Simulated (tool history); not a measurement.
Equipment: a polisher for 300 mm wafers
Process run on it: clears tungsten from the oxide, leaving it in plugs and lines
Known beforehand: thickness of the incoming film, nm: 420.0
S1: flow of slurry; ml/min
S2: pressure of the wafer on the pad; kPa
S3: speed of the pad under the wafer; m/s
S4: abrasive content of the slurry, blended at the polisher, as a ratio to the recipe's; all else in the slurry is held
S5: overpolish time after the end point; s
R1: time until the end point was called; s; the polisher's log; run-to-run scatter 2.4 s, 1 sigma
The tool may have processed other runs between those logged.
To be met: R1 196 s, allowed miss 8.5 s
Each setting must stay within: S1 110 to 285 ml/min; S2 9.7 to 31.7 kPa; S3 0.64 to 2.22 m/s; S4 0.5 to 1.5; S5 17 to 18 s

{"run": 1, "hour": 0.0, "S1": 180, "S2": 20.7, "S3": 1.42, "S4": 1, "S5": 17, "R1": 87.876}
{"run": 2, "hour": 1.7, "S1": 180, "S2": 19.3, "S3": 1.38, "S4": 1, "S5": 17, "R1": 94.944}
{"run": 3, "hour": 2.4, "S1": 140, "S2": 19.3, "S3": 1.38, "S4": 1, "S5": 17, "R1": 101.09}
{"run": 4, "hour": 5.5, "S1": 140, "S2": 19.3, "S3": 1.22, "S4": 1, "S5": 17, "R1": 115.61}
{"run": 5, "hour": 10.2, "S1": 125, "S2": 19.3, "S3": 1.22, "S4": 1, "S5": 17, "R1": 116.26}
{"run": 6, "hour": 19.1, "S1": 125, "S2": 17.9, "S3": 1.2, "S4": 1, "S5": 17, "R1": 126.31}
{"run": 7, "hour": 27.2, "S1": 125, "S2": 17.2, "S3": 1.18, "S4": 1, "S5": 17, "R1": 133.52}
{"run": 8, "hour": 31.2, "S1": 125, "S2": 16.5, "S3": 1.18, "S4": 1, "S5": 17, "R1": 136.57}
{"run": 9, "hour": 39.7, "S1": 125, "S2": 15.9, "S3": 1.18, "S4": 1, "S5": 17, "R1": 144.79}
{"run": 10, "hour": 43.9, "S1": 125, "S2": 15.2, "S3": 1.18, "S4": 1, "S5": 17, "R1": 151.27}
{"run": 11, "hour": 48.9, "S1": 125, "S2": 14.5, "S3": 1.18, "S4": 1, "S5": 17, "R1": 158.45}
{"run": 12, "hour": 53.1, "S1": 125, "S2": 13.8, "S3": 1.18, "S4": 1, "S5": 17, "R1": 167.72}
{"run": 13, "hour": 57.6, "S1": 125, "S2": 12.4, "S3": 1.18, "S4": 1, "S5": 17, "R1": 182.23}

Pick the move, out of 4, that brings all results within their allowed miss; only one does.
{"run": "A", "hour": 62.1, "S1": 125, "S2": 11.7, "S3": 1.26, "S4": 1.05, "S5": 18, "R1": "?"}
{"run": "B", "hour": 62.1, "S1": 115, "S2": 13.8, "S3": 1.26, "S4": 0.95, "S5": 17, "R1": "?"}
{"run": "C", "hour": 62.1, "S1": 110, "S2": 11.7, "S3": 1.18, "S4": 1.1, "S5": 17, "R1": "?"}
{"run": "D", "hour": 62.1, "S1": 150, "S2": 10.3, "S3": 1.44, "S4": 1, "S5": 17, "R1": "?"}

move=A R1=180.11
move=B R1=160.69
move=C R1=196.04
move=D R1=173.78
A: lands further from the targets than the last run did
B: lands further from the targets than the last run did
C: every result lands within tolerance
D: lands further from the targets than the last run did
So the answer is move C, the one that meets all the targets.
